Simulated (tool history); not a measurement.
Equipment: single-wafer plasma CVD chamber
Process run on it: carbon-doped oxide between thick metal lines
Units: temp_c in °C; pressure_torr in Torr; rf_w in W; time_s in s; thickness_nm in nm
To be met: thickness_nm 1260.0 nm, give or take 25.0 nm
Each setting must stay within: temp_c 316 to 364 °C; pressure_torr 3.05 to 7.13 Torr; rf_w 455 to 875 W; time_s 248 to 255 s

run	hour	temp_c	pressure_torr	rf_w	time_s	thickness_nm
1	0.0	340	5.09	665	248	1427.8
2	4.4	343	4.65	645	248	1362.8
3	12.7	333	4.65	645	248	1410.6
4	20.4	333	5.55	645	248	1451.7
5	23.5	338	5.06	625	248	1371.0
6	31.7	338	5.06	705	248	1502.6
7	32.7	343	4.55	680	248	1428.8
8	37.8	346	4.31	655	248	1348.4
9	40.9	349	4.11	650	248	1347.0
10	42.1	350	3.95	635	248	1299.4
11	45.0	351	3.84	630	248	1311.2

Below are 4 possible settings for the next run. Only one of them brings all results inside the allowed miss of their targets. Which is it?
A	47.9	331	3.20	640	248	?
B	47.9	340	4.35	550	248	?
C	47.9	354	4.37	565	255	?
D	47.9	346	4.35	595	248	?

move	thickness_nm
A	1361.6
B	1205.6
C	1229.6
D	1273.2
A: its largest miss is bigger than the last run's
B: carries the result that was furthest off beyond its target, to the other side
C: carries the result that was furthest off beyond its target, to the other side
D: hits every target within its allowed miss
D is the move that brings every result within its allowed miss.
